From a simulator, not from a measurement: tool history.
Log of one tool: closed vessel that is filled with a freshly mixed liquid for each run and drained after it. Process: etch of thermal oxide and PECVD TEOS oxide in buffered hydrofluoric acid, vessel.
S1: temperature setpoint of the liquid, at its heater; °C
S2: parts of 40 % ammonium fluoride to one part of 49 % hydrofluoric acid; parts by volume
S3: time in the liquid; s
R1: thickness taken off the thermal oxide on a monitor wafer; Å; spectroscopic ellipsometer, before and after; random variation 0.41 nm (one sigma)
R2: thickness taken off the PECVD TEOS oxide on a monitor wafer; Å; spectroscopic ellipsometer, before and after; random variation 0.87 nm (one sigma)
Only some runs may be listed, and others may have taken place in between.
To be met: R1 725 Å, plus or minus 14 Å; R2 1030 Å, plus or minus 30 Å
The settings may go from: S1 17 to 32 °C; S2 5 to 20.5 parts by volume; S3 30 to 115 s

run 1 hour=0 | S1=24 S2=12.5 S3=60 | R1=585.69 R2=833.11
run 2 hour=1.9 | S1=25.5 S2=12.5 S3=60 | R1=632.85 R2=906.7
run 3 hour=3.3 | S1=25.5 S2=9 S3=60 | R1=843.74 R2=1189.7
run 4 hour=4.7 | S1=25.5 S2=9 S3=75 | R1=1047 R2=1470.4
run 5 hour=5.4 | S1=23.5 S2=9 S3=75 | R1=941.65 R2=1324.9
run 6 hour=13.4 | S1=23.5 S2=9 S3=65 | R1=818.08 R2=1143.2
run 7 hour=19.8 | S1=23 S2=9 S3=65 | R1=802.95 R2=1105.7
run 8 hour=25.9 | S1=22.5 S2=9.5 S3=65 | R1=745.92 R2=1062.7

Below are 4 possible settings for the next run. Only one of them brings all results inside the allowed miss of their targets. Which is it?
run A hour=32 | S1=19.5 S2=11 S3=90 | R1=? R2=?
run B hour=32 | S1=22.5 S2=9 S3=65 | R1=? R2=?
run C hour=32 | S1=27.5 S2=5.5 S3=30 | R1=? R2=?
run D hour=32 | S1=21.5 S2=12.5 S3=85 | R1=? R2=?

move=A R1=775 R2=1095.6
move=B R1=775.46 R2=1096.2
move=C R1=757.36 R2=1070.7
move=D R1=722.27 R2=1021.1
A: its largest miss is bigger than the last run's
B: its largest miss is bigger than the last run's
C: its largest miss is bigger than the last run's
D: every result within its allowed miss
So the answer is move D, the one that meets all the targets.
